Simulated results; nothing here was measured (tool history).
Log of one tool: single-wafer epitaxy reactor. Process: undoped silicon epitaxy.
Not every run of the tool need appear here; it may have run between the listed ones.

| run | hour | wafer temperature setpoint (pyrometer-controlled) (°C) | deposition time (s) | mean film thickness on the monitor wafer (angstrom) |
|---|---|---|---|---|
| 1 | 0 | 675 | 561 | 1711.5 |
| 2 | 5.6 | 678 | 565 | 1835.3 |
| 3 | 14.1 | 678 | 641 | 2096.6 |
| 4 | 18.1 | 680 | 641 | 2185.4 |
| 5 | 22.9 | 680 | 577 | 1984.5 |
| 6 | 30.7 | 670 | 577 | 1592 |
| 7 | 38 | 674 | 578 | 1729.3 |
| 8 | 39.5 | 677 | 579 | 1849.3 |
| 9 | 46.7 | 680 | 579 | 1984.6 |
| 10 | 50.8 | 692 | 582 | 2528.7 |
| 11 | 56.1 | 692 | 582 | 2528.4 |
| 12 | 62.1 | 693 | 583 | 2580.2 |
| 13 | 67.3 | 694 | 584 | 2638.6 |

For run 14, what comes out?
| 14 | 71.6 | 695 | 585 | ? |

For run 14 the tool returned mean film thickness on the monitor wafer (angstrom) 2717.6.
